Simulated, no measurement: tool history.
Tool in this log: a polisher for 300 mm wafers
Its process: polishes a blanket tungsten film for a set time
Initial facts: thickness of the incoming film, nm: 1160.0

run,hour,flow of slurry (ml/min),pressure of the wafer on the pad (psi),speed of the pad under the wafer (m/s),abrasive content of the slurry,polishing time (s),film removed (Å)
1,0.0,170,3.9,0.98,1.0,33,1340.00
2,4.3,170,3.9,1.06,1.0,33,1382.90
3,5.1,170,3.5,1.04,1.0,33,1333.00
4,11.0,170,3.5,1.20,1.0,33,1492.80
5,13.2,135,3.5,1.20,1.0,33,1448.30
6,18.2,135,3.0,1.20,1.0,33,1339.00
7,20.1,135,2.8,1.12,1.0,33,1220.90
8,28.3,135,2.6,1.04,1.0,33,1085.30
9,36.5,135,2.4,0.98,1.0,33,985.99
10,44.2,135,2.3,0.94,1.0,33,932.46
11,53.0,135,2.2,0.92,1.0,33,886.73
12,58.2,135,2.1,0.90,1.0,33,845.80

What does the tool deliver on the next run?
13,58.8,135,2.0,0.88,1.0,33,?

Run 13 came out at film removed (Å) 825.07.
